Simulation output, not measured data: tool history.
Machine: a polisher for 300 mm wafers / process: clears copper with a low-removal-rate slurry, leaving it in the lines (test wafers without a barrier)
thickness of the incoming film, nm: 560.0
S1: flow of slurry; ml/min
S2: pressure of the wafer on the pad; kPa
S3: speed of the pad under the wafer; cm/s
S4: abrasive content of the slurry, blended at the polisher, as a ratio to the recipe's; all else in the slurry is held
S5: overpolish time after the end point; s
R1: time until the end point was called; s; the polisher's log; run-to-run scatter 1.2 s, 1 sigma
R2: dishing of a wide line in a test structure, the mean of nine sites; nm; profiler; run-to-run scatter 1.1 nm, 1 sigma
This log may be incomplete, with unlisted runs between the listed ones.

run  hour   S1    S2   S3   S4  S5      R1      R2
  1     0  245  26.9  114    1   9  119.23   30.81
  2   2.1  245  28.3  114    1   9  113.75  31.118
  3   6.6  295  28.3  114    1   9  110.88  32.783
  4   9.4  345  28.3  114    1   9  107.95  32.656
  5  12.2  345  28.3  114    1  12  109.87  41.001
  6  19.6  345  28.3  114  1.2  12  105.51  43.937
  7  25.5  345  29.6  114  1.2  12  101.29  45.605
  8  32.5  345  29.6  114  1.2  12  104.46  45.423

Forecast run 9:
  9  40.4  345  31  114  1.2  12   ?   ?

{"run 9": {"R1": 98.478, "R2": 46.603}}
